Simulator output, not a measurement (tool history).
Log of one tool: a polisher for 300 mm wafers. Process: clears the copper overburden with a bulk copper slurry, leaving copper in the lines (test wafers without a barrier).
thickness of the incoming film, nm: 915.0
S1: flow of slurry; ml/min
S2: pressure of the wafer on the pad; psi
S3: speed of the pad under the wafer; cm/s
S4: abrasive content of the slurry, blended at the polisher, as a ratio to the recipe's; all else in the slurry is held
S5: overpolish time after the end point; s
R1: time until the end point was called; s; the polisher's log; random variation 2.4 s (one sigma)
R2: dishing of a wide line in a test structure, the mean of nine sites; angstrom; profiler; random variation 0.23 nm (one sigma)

run	day	S1	S2	S3	S4	S5	R1	R2
1	0.000	225	2.1	88	1.00	11	178.13	414.990
2	0.058	225	2.1	106	1.00	11	144.52	483.890
3	0.350	225	2.1	96	1.00	11	161.79	457.770
4	0.412	215	2.0	100	0.95	10	163.80	397.100
5	0.646	205	1.9	104	0.90	9	170.02	357.960
6	0.796	205	2.3	104	0.90	9	139.69	428.870
7	0.879	200	2.2	108	0.85	8	143.54	386.090
8	1.083	195	2.1	110	0.80	7	146.79	335.650
9	1.108	190	2.0	112	0.75	7	155.49	318.680
10	1.262	185	1.9	114	0.70	7	165.17	295.400
11	1.588	180	1.8	116	0.70	7	175.58	280.030
12	1.700	180	1.7	118	0.70	7	176.60	277.840
13	1.767	175	1.6	120	0.70	7	183.28	266.060
14	2.054	135	1.0	136	0.70	3	263.86	87.281

The next listed run, before its measurement:
15	2.429	145	1.0	136	0.75	3	?	?

{"run 15": {"R1": 262.31, "R2": 86.062}}
